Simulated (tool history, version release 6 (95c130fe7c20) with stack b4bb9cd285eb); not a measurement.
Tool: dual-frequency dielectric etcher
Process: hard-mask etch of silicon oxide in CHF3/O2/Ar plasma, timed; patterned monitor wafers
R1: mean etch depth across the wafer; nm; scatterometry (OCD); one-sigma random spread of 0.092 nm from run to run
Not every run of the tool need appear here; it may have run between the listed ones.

Run 1, day 0.000: source power (kW) 0.630, bias power (kW) 0.171, etch time (s) 16. Result: R1 26.971 nm.
Run 2, day 0.133: source power (kW) 0.680, bias power (kW) 0.171, etch time (s) 16. Result: R1 27.794 nm.
Run 3, day 0.288: source power (kW) 0.600, bias power (kW) 0.171, etch time (s) 16. Result: R1 26.339 nm.
Run 4, day 0.558: source power (kW) 0.570, bias power (kW) 0.167, etch time (s) 16. Result: R1 25.933 nm.
Run 5, day 0.717: source power (kW) 0.540, bias power (kW) 0.162, etch time (s) 16. Result: R1 25.218 nm.
Run 6, day 0.767: source power (kW) 0.610, bias power (kW) 0.162, etch time (s) 16. Result: R1 26.241 nm.
Run 7, day 0.858: source power (kW) 0.580, bias power (kW) 0.157, etch time (s) 16. Result: R1 25.386 nm.
Run 8, day 1.067: source power (kW) 0.580, bias power (kW) 0.157, etch time (s) 16. Result: R1 25.515 nm.

Expected results for the next run?
Run 9, day 1.367: source power (kW) 0.550, bias power (kW) 0.154, etch time (s) 16. Result: R1 ?.

{"run 9": {"R1": 24.805}}
